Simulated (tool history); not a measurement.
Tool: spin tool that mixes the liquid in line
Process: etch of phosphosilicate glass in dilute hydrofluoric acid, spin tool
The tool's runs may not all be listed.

run,hour,temperature setpoint of the liquid (°C),parts of water to one part of 49 % hydrofluoric acid (parts by volume),time under the liquid (s),thickness taken off the phosphosilicate glass on a monitor wafer (Å)
1,0.0,23.0,115,15,240.56
2,4.5,23.0,130,15,208.63
3,9.3,23.0,145,15,187.17
4,17.0,25.5,110,15,279.12
5,19.5,25.5,95,15,331.18
6,27.4,25.5,60,15,542.59
7,31.1,26.5,60,15,575.84
8,34.5,27.0,60,15,587.34

Forecast run 9:
9,42.8,27.5,60,15,?

Run 9 gave thickness taken off the phosphosilicate glass on a monitor wafer (Å) 598.15.
